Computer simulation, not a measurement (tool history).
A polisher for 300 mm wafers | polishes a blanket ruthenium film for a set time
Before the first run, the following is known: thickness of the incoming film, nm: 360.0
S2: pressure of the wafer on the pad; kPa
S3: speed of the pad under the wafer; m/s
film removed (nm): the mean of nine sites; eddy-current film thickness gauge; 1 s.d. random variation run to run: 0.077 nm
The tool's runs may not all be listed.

Run 1, hour 0: flow of slurry (ml/min) 200, S2 9.7 kPa, S3 0.76 m/s, polishing time (s) 19. Result: film removed (nm) 12.162.
Run 2, hour 7.3: flow of slurry (ml/min) 200, S2 9.7 kPa, S3 0.76 m/s, polishing time (s) 17. Result: film removed (nm) 11.052.
Run 3, hour 9.9: flow of slurry (ml/min) 200, S2 9 kPa, S3 0.76 m/s, polishing time (s) 17. Result: film removed (nm) 10.062.
Run 4, hour 14.2: flow of slurry (ml/min) 230, S2 9 kPa, S3 0.76 m/s, polishing time (s) 17. Result: film removed (nm) 10.447.
Run 5, hour 15.3: flow of slurry (ml/min) 280, S2 9 kPa, S3 0.76 m/s, polishing time (s) 17. Result: film removed (nm) 10.453.
Run 6, hour 17.1: flow of slurry (ml/min) 280, S2 8.3 kPa, S3 0.76 m/s, polishing time (s) 17. Result: film removed (nm) 9.8477.
Run 7, hour 22.7: flow of slurry (ml/min) 280, S2 7.6 kPa, S3 0.76 m/s, polishing time (s) 17. Result: film removed (nm) 8.9743.

Run 8 has not been measured yet. What should we expect?
Run 8, hour 29.1: flow of slurry (ml/min) 280, S2 6.2 kPa, S3 0.76 m/s, polishing time (s) 17. Result: film removed (nm) ?.

Run 8 measured film removed (nm) 7.3973.
